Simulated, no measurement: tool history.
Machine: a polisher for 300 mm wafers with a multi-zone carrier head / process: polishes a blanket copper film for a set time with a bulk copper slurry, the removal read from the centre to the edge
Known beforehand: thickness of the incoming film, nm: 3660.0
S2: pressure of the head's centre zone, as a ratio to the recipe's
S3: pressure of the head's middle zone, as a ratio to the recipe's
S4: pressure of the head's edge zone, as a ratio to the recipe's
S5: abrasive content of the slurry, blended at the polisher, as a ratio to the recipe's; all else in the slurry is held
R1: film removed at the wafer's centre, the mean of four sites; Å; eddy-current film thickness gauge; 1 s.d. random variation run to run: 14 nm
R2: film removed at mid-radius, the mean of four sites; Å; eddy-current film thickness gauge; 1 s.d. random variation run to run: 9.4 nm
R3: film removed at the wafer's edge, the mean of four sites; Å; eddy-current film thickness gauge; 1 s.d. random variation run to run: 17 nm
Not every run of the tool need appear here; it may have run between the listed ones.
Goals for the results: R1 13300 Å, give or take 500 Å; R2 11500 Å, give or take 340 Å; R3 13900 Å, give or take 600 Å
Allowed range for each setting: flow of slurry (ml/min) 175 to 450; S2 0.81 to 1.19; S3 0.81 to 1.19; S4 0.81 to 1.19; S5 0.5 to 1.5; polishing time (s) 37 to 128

Run 1, hour 0: flow of slurry (ml/min) 290, S2 1, S3 1, S4 1, S5 1, polishing time (s) 82. Result: R1 10077 Å, R2 10203 Å, R3 10328 Å.
Run 2, hour 0.8: flow of slurry (ml/min) 290, S2 1, S3 1, S4 1, S5 0.85, polishing time (s) 82. Result: R1 10077 Å, R2 9924.3 Å, R3 10188 Å.
Run 3, hour 1.6: flow of slurry (ml/min) 290, S2 1.02, S3 0.97, S4 1.04, S5 0.95, polishing time (s) 86. Result: R1 10764 Å, R2 10378 Å, R3 11009 Å.
Run 4, hour 3: flow of slurry (ml/min) 290, S2 1.04, S3 0.94, S4 1.08, S5 1.05, polishing time (s) 89. Result: R1 11813 Å, R2 10756 Å, R3 12112 Å.
Run 5, hour 8.3: flow of slurry (ml/min) 340, S2 1.04, S3 0.94, S4 1.08, S5 1.05, polishing time (s) 89. Result: R1 11925 Å, R2 10799 Å, R3 11917 Å.
Run 6, hour 10: flow of slurry (ml/min) 330, S2 1.05, S3 0.93, S4 1.11, S5 1.15, polishing time (s) 90. Result: R1 12296 Å, R2 11091 Å, R3 12448 Å.
Run 7, hour 14.6: flow of slurry (ml/min) 320, S2 1.05, S3 0.92, S4 1.13, S5 1.2, polishing time (s) 91. Result: R1 12314 Å, R2 11141 Å, R3 12885 Å.
Run 8, hour 20.1: flow of slurry (ml/min) 315, S2 1.06, S3 0.91, S4 1.14, S5 1.25, polishing time (s) 92. Result: R1 12796 Å, R2 11148 Å, R3 13093 Å.

Of the 4 settings listed for the next run, only one would bring every result within its allowed miss of target. Which one?
Run A, hour 25.6: flow of slurry (ml/min) 220, S2 1.05, S3 0.83, S4 1.19, S5 1.25, polishing time (s) 99. Result: R1 ?, R2 ?, R3 ?.
Run B, hour 25.6: flow of slurry (ml/min) 325, S2 1.04, S3 0.88, S4 1.16, S5 1.25, polishing time (s) 96. Result: R1 ?, R2 ?, R3 ?.
Run C, hour 25.6: flow of slurry (ml/min) 295, S2 1.05, S3 0.95, S4 1.12, S5 1.3, polishing time (s) 86. Result: R1 ?, R2 ?, R3 ?.
Run D, hour 25.6: flow of slurry (ml/min) 245, S2 1.08, S3 0.9, S4 1.17, S5 1.3, polishing time (s) 91. Result: R1 ?, R2 ?, R3 ?.

move     R1     R2     R3
   A  13046  10929  14231
   B  13094  11536  14028
   C  11833  10965  12355
   D  12613  10913  13184
A: meets the target for the result that was furthest off, but another lies outside its allowed miss
B: meets every target
C: moves away from the targets compared with the last run
D: moves away from the targets compared with the last run
So the answer is move B, the one that meets all the targets.

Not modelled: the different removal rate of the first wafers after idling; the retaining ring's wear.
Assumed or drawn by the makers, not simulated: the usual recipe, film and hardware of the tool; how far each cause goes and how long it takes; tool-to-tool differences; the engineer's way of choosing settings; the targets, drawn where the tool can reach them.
